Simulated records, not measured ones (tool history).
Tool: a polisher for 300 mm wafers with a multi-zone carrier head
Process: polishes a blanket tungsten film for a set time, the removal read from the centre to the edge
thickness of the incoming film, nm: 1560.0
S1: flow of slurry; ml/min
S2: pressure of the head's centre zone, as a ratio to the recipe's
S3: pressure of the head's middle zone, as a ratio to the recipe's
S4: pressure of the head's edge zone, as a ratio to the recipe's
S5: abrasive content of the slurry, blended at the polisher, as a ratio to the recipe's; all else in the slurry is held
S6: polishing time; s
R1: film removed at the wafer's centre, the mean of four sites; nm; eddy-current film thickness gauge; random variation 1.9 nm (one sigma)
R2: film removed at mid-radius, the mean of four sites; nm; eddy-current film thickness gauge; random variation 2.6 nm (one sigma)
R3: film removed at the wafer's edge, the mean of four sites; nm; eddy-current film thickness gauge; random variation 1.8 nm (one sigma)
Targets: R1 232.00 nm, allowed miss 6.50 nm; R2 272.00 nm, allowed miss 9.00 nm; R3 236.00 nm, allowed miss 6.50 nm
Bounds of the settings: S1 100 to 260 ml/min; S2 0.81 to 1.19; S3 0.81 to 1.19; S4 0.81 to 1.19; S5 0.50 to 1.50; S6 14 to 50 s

run	day	S1	S2	S3	S4	S5	S6	R1	R2	R3
1	0.000	165	1.00	1.00	1.00	1.00	32	173.09	175.60	182.64
2	0.029	165	1.00	1.00	1.03	1.00	32	172.37	178.60	182.23
3	0.333	180	1.01	1.04	1.05	1.15	33	186.70	193.31	198.88
4	0.450	180	1.01	1.00	1.05	1.15	33	189.27	191.18	197.22
5	0.654	205	0.99	1.05	0.98	1.25	34	198.49	212.75	205.17
# day 0.788: slurry nozzle cleaned
6	0.788	205	0.99	1.05	1.02	1.25	34	214.94	227.91	218.37
7	1.138	245	0.97	1.15	1.07	1.25	34	217.72	250.33	225.26
8	1.221	250	0.98	1.19	1.06	1.45	34	223.41	268.36	230.73

4 next moves are on the table. One of them brings every result within its allowed miss. Which?
A	1.304	235	0.99	1.19	1.06	1.40	35	?	?	?
B	1.304	230	0.95	1.18	1.09	1.50	34	?	?	?
C	1.304	230	0.90	1.11	1.12	1.50	36	?	?	?
D	1.304	255	0.92	1.19	1.00	1.45	34	?	?	?

move	R1	R2	R3
A	231.92	269.21	236.48
B	218.24	262.36	235.03
C	218.72	264.00	252.02
D	212.91	265.94	227.37
A: meets every target
B: further off than the last run
C: further off than the last run
D: further off than the last run
Answer: A
